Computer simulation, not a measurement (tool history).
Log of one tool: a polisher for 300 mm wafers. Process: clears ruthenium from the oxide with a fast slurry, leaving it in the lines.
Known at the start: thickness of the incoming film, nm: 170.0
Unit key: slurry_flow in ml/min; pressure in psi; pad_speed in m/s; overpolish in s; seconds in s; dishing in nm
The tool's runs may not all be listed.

{"run": 1, "hour": 0.0, "slurry_flow": 220, "pressure": 3, "pad_speed": 0.76, "slurry_solids": 1, "overpolish": 26, "seconds": 61.946, "dishing": 56.23}
{"run": 2, "hour": 8.7, "slurry_flow": 220, "pressure": 3, "pad_speed": 0.76, "slurry_solids": 1, "overpolish": 33, "seconds": 63.343, "dishing": 67.883}
{"run": 3, "hour": 12.2, "slurry_flow": 220, "pressure": 3, "pad_speed": 0.76, "slurry_solids": 0.9, "overpolish": 33, "seconds": 66.882, "dishing": 64.861}
{"run": 4, "hour": 20.4, "slurry_flow": 220, "pressure": 2.7, "pad_speed": 0.76, "slurry_solids": 0.9, "overpolish": 29, "seconds": 75.389, "dishing": 54.256}
{"run": 5, "hour": 25.6, "slurry_flow": 220, "pressure": 2.7, "pad_speed": 0.76, "slurry_solids": 1.05, "overpolish": 29, "seconds": 65.022, "dishing": 59.444}
{"run": 6, "hour": 26.8, "slurry_flow": 220, "pressure": 2.5, "pad_speed": 0.74, "slurry_solids": 1.05, "overpolish": 26, "seconds": 75.636, "dishing": 46.856}
{"run": 7, "hour": 35.6, "slurry_flow": 220, "pressure": 2.3, "pad_speed": 0.74, "slurry_solids": 1.05, "overpolish": 24, "seconds": 79.342, "dishing": 42.698}
{"run": 8, "hour": 37.9, "slurry_flow": 220, "pressure": 2.3, "pad_speed": 0.74, "slurry_solids": 1.05, "overpolish": 24, "seconds": 78.942, "dishing": 42.705}

The next listed run, before its measurement:
{"run": 9, "hour": 44.3, "slurry_flow": 220, "pressure": 2.2, "pad_speed": 0.74, "slurry_solids": 1.05, "overpolish": 22, "seconds": "?", "dishing": "?"}

For run 9 the tool returned seconds 82.163 s, dishing 36.768 nm.

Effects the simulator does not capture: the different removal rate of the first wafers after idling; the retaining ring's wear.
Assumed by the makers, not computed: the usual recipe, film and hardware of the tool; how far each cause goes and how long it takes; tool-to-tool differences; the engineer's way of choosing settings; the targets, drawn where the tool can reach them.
